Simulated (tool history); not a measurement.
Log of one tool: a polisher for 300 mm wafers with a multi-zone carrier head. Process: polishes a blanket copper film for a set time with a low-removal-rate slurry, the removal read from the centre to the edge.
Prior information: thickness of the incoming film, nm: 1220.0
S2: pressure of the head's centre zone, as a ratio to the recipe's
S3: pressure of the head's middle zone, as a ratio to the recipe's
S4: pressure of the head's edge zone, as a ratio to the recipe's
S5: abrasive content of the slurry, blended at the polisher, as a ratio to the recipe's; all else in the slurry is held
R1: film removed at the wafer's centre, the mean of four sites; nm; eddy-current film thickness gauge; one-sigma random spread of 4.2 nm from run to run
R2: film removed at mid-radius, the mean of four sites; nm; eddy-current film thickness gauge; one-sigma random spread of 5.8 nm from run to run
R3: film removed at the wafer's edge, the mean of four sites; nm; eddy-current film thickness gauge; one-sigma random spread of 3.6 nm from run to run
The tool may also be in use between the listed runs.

Run 1, hour 0: flow of slurry (ml/min) 215, S2 1, S3 1, S4 1, S5 1, polishing time (s) 86. Result: R1 438.66 nm, R2 453.32 nm, R3 446.69 nm.
Run 2, hour 3.6: flow of slurry (ml/min) 215, S2 1, S3 1, S4 0.93, S5 1, polishing time (s) 86. Result: R1 440.8 nm, R2 461.02 nm, R3 432.5 nm.
Run 3, hour 10.7: flow of slurry (ml/min) 215, S2 1, S3 1, S4 0.99, S5 1, polishing time (s) 86. Result: R1 442.37 nm, R2 459.44 nm, R3 446.95 nm.
Run 4, hour 14.6: flow of slurry (ml/min) 215, S2 1.05, S3 1, S4 0.99, S5 1, polishing time (s) 86. Result: R1 463.31 nm, R2 461.66 nm, R3 449.86 nm.
Run 5, hour 15.5: flow of slurry (ml/min) 215, S2 1.05, S3 1, S4 0.99, S5 1, polishing time (s) 95. Result: R1 507.35 nm, R2 506.53 nm, R3 492.61 nm.
Run 6, hour 19.9: flow of slurry (ml/min) 215, S2 1.12, S3 1, S4 0.99, S5 1, polishing time (s) 95. Result: R1 532.54 nm, R2 507.54 nm, R3 491.08 nm.
Run 7, hour 26.3: flow of slurry (ml/min) 215, S2 1.12, S3 1, S4 0.99, S5 1, polishing time (s) 95. Result: R1 532.67 nm, R2 505.72 nm, R3 492.32 nm.
Run 8, hour 28.9: flow of slurry (ml/min) 210, S2 1.07, S3 1, S4 1.03, S5 1, polishing time (s) 95. Result: R1 517.12 nm, R2 494.29 nm, R3 498.5 nm.
Run 9, hour 36: flow of slurry (ml/min) 215, S2 1.02, S3 1.01, S4 1.06, S5 1.05, polishing time (s) 95. Result: R1 508.24 nm, R2 526.55 nm, R3 516.54 nm.
Run 10, hour 39: flow of slurry (ml/min) 210, S2 0.99, S3 1, S4 1.09, S5 1.05, polishing time (s) 95. Result: R1 484.27 nm, R2 505.65 nm, R3 519.55 nm.
Run 11, hour 42: flow of slurry (ml/min) 210, S2 0.97, S3 1, S4 1.11, S5 1.05, polishing time (s) 95. Result: R1 472.71 nm, R2 509.15 nm, R3 529.68 nm.
Run 12, hour 45.3: flow of slurry (ml/min) 210, S2 0.97, S3 1, S4 1.11, S5 1.05, polishing time (s) 95. Result: R1 484.46 nm, R2 505.38 nm, R3 524.64 nm.

What does the tool deliver on the next run?
Run 13, hour 49.2: flow of slurry (ml/min) 210, S2 0.95, S3 1, S4 1.13, S5 1.05, polishing time (s) 95. Result: R1 ?, R2 ?, R3 ?.

{"run 13": {"R1": 470.68, "R2": 511.78, "R3": 530.65}}

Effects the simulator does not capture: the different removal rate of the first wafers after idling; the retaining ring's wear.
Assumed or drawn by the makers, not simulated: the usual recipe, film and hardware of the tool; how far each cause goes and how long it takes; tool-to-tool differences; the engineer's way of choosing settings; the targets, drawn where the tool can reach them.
